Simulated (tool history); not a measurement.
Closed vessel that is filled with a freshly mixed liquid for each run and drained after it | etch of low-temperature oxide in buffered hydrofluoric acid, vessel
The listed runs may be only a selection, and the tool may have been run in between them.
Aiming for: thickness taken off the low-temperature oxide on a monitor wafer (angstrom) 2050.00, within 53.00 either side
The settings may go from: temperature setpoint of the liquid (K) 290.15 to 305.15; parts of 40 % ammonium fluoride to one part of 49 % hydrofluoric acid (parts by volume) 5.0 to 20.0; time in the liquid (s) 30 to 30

run  hour  temperature setpoint of the liquid (K)  parts of 40 % ammonium fluoride to one part of 49 % hydrofluoric acid (parts by volume)  time in the liquid (s)  thickness taken off the low-temperature oxide on a monitor wafer (angstrom)
  1   0.0                                  298.15                                                                                     12.0                      30                                                                       971.08
  2   7.2                                  300.15                                                                                     10.5                      30                                                                      1250.00
  3  12.7                                  298.65                                                                                     10.5                      30                                                                      1154.50
  4  19.9                                  300.65                                                                                      9.5                      30                                                                      1376.50
  5  24.2                                  302.15                                                                                      9.0                      30                                                                      1547.20
  6  28.8                                  302.15                                                                                      9.0                      30                                                                      1564.60
  7  33.0                                  303.15                                                                                      8.5                      30                                                                      1746.50
  8  41.5                                  303.65                                                                                      8.5                      30                                                                      1779.90
  9  44.0                                  304.15                                                                                      8.5                      30                                                                      1829.80
 10  50.0                                  304.65                                                                                      8.5                      30                                                                      1867.40

Pick the move, out of 4, that brings all results within their allowed miss; only one does.
  A  56.0                                  303.65                                                                                      7.0                      30                                                                            ?
  B  56.0                                  299.65                                                                                      5.5                      30                                                                            ?
  C  56.0                                  305.15                                                                                      8.0                      30                                                                            ?
  D  56.0                                  305.15                                                                                      7.5                      30                                                                            ?

move  thickness taken off the low-temperature oxide on a monitor wafer (angstrom)
   A                                                                      2184.30
   B                                                                      2174.80
   C                                                                      2044.60
   D                                                                      2192.10
A: takes the biggest miss from the last run beyond its target
B: takes the biggest miss from the last run beyond its target
C: hits every target within its allowed miss
D: takes the biggest miss from the last run beyond its target
C meets every target.
